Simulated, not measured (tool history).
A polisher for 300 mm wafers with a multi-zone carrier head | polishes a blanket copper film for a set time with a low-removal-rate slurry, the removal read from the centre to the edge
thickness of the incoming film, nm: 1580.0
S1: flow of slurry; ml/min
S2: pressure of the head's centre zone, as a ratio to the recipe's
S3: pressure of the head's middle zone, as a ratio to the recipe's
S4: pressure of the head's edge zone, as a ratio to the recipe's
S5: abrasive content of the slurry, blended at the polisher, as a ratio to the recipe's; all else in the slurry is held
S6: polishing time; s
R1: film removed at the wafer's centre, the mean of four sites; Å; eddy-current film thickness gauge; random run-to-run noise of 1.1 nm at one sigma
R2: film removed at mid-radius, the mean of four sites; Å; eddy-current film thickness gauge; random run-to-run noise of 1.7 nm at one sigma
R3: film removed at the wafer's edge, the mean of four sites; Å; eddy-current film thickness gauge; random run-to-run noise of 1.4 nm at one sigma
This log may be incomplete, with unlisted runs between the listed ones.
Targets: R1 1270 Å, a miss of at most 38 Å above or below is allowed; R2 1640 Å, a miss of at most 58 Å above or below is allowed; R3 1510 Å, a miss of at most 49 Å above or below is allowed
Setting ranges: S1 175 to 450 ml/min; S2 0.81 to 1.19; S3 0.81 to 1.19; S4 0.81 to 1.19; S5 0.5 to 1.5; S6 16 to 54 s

run 1 hour=0 | S1=290 S2=1 S3=1 S4=1 S5=1 S6=35 | R1=1541.3 R2=1653.2 R3=1558.5
run 2 hour=4.7 | S1=290 S2=1.08 S3=1 S4=1 S5=1 S6=35 | R1=1668.4 R2=1623.8 R3=1592.3
run 3 hour=10.4 | S1=290 S2=1.08 S3=1.07 S4=1 S5=1 S6=35 | R1=1653.4 R2=1702.1 R3=1568.5
run 4 hour=16.5 | S1=360 S2=1.08 S3=1.07 S4=1 S5=1 S6=35 | R1=1685.1 R2=1753.6 R3=1562.9
run 5 hour=20.8 | S1=360 S2=1.08 S3=1.07 S4=1 S5=1.1 S6=35 | R1=1739.4 R2=1783 R3=1638.5
run 6 hour=26.5 | S1=350 S2=1.02 S3=1.05 S4=1.01 S5=1.05 S6=35 | R1=1655.8 R2=1748.1 R3=1625.4
run 7 hour=34.1 | S1=320 S2=0.97 S3=1.05 S4=1.02 S5=1 S6=35 | R1=1568.4 R2=1691.9 R3=1600.5
run 8 hour=37.3 | S1=285 S2=0.93 S3=1.08 S4=1.03 S5=1 S6=35 | R1=1501.9 R2=1752 R3=1595.3
run 9 hour=38.8 | S1=265 S2=0.9 S3=1.08 S4=1.04 S5=0.95 S6=35 | R1=1420.8 R2=1684.2 R3=1587.3
run 10 hour=43.4 | S1=255 S2=0.88 S3=1.08 S4=1.03 S5=0.95 S6=35 | R1=1402.2 R2=1719.7 R3=1552.8
run 11 hour=51.2 | S1=245 S2=0.86 S3=1.08 S4=1.03 S5=0.95 S6=35 | R1=1346.7 R2=1729.5 R3=1545.1
run 12 hour=57.1 | S1=240 S2=0.85 S3=1.07 S4=1.03 S5=0.95 S6=35 | R1=1362.4 R2=1687 R3=1544.6
run 13 hour=65.4 | S1=235 S2=0.84 S3=1.07 S4=1.03 S5=0.9 S6=35 | R1=1321.6 R2=1644.8 R3=1517.4

Pick the move, out of 4, that brings all results within their allowed miss; only one does.
run A hour=73.7 | S1=360 S2=0.85 S3=1.05 S4=1.08 S5=0.55 S6=38 | R1=? R2=? R3=?
run B hour=73.7 | S1=240 S2=0.89 S3=1.11 S4=0.95 S5=0.85 S6=35 | R1=? R2=? R3=?
run C hour=73.7 | S1=175 S2=0.81 S3=1.06 S4=0.99 S5=1.15 S6=34 | R1=? R2=? R3=?
run D hour=73.7 | S1=240 S2=0.98 S3=1.07 S4=1 S5=0.65 S6=37 | R1=? R2=? R3=?

move=A R1=1336.5 R2=1625.6 R3=1558.4
move=B R1=1358.6 R2=1679.1 R3=1453.6
move=C R1=1265.9 R2=1623.7 R3=1506
move=D R1=1451.6 R2=1613.1 R3=1478.2
A: lands further from the targets than the last run did
B: lands further from the targets than the last run did
C: each result inside its tolerance
D: lands further from the targets than the last run did
The right move is C.
